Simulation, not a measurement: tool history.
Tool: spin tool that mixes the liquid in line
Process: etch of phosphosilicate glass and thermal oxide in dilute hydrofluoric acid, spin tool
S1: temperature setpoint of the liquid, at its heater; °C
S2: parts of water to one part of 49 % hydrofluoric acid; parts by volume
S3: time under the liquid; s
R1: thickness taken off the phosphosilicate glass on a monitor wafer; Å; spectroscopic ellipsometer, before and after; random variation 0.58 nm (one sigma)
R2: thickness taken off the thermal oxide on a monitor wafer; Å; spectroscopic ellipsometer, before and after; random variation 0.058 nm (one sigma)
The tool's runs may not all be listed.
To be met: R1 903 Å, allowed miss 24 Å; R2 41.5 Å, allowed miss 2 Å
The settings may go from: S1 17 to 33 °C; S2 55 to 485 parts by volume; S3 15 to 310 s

run,hour,S1,S2,S3,R1,R2
1,0,25,270,160,479.47,22.014
2,8.2,26.5,255,160,543.43,24.725
3,9.4,28.5,255,160,583.75,26.091
4,11.7,29,240,160,635.17,29.156
5,14.4,29,240,105,419.86,19.158
6,20.4,29.5,215,105,485.96,22.63
7,23.3,32,105,110,1312.2,61.061
8,27.4,30.5,105,110,1270.8,58.215
9,31.2,29,105,110,1196.7,54.156
10,32,28,110,110,1083.6,50.348
11,34.5,27,110,110,1044.6,47.476
12,39.5,25,130,110,798.11,35.428
13,42,25.5,130,110,812.1,36.29
14,49.8,26,130,110,833.32,38.398
15,51.7,26.5,130,110,851.41,39.125
16,57.9,27,130,110,863.56,40.424

4 next moves are on the table. One of them brings every result within its allowed miss. Which?
A,64.1,25,115,100,?,?
B,64.1,27,145,120,?,?
C,64.1,26.5,150,125,?,?
D,64.1,25,160,160,?,?

move,R1,R2
A,842.05,37.728
B,833.37,37.339
C,818.66,36.68
D,917.85,41.124
A: further off than the last run
B: further off than the last run
C: further off than the last run
D: meets every target
Answer: D
